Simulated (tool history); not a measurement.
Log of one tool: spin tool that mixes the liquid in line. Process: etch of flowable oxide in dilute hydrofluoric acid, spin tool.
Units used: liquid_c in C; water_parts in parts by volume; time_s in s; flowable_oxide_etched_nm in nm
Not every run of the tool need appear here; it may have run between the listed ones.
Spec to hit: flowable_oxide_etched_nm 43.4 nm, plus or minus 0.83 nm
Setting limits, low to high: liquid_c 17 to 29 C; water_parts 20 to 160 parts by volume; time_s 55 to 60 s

run,hour,liquid_c,water_parts,time_s,flowable_oxide_etched_nm
1,0,21,90,55,21.517
2,2.7,22.5,85,55,24.623
3,6.3,23.5,80,55,27.432
4,11.1,24.5,75,55,30.189
5,14.1,25.5,70,55,34.079
6,21.3,26,70,55,34.845
7,26.9,26.5,70,55,35.514
8,33.8,27,70,55,36.047
9,39,29,60,55,46.147
10,39.6,28.5,60,55,45.719
11,41.9,28,60,55,44.492

Which one of the following 4 next-run settings gets every result inside its allowed miss? There is exactly one.
A,44.2,27.5,65,60,?
B,44.2,29,60,55,?
C,44.2,28.5,65,60,?
D,44.2,29,65,60,?

move,flowable_oxide_etched_nm
A,43.19
B,45.827
C,44.923
D,45.81
A: each result inside its tolerance
B: the biggest miss grows against the last run
C: the biggest miss grows against the last run
D: the biggest miss grows against the last run
Go with A: it meets all targets.
